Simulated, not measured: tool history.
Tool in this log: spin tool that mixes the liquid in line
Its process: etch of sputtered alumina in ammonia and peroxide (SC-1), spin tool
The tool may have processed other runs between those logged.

run	hour	temperature setpoint of the liquid (C)	parts of 29 % ammonia solution to one part of 30 % peroxide (parts by volume)	time under the liquid (s)	thickness taken off the sputtered alumina on a monitor wafer (nm)
1	0.0	51.0	0.85	225	14.6120
2	5.8	55.0	0.85	225	17.7450
3	12.9	55.0	0.55	225	17.3370
4	13.7	55.0	0.55	225	17.4760
5	20.6	49.5	0.55	225	12.8400
6	23.3	49.5	0.70	225	13.1420
7	24.4	46.0	0.70	225	10.7430
8	31.4	44.0	0.70	225	9.6069
9	32.4	44.0	0.70	225	9.6791

Run 10, settings as shown, results not yet in. Your forecast:
10	40.3	42.5	0.70	225	?

thickness taken off the sputtered alumina on a monitor wafer (nm): 8.8811

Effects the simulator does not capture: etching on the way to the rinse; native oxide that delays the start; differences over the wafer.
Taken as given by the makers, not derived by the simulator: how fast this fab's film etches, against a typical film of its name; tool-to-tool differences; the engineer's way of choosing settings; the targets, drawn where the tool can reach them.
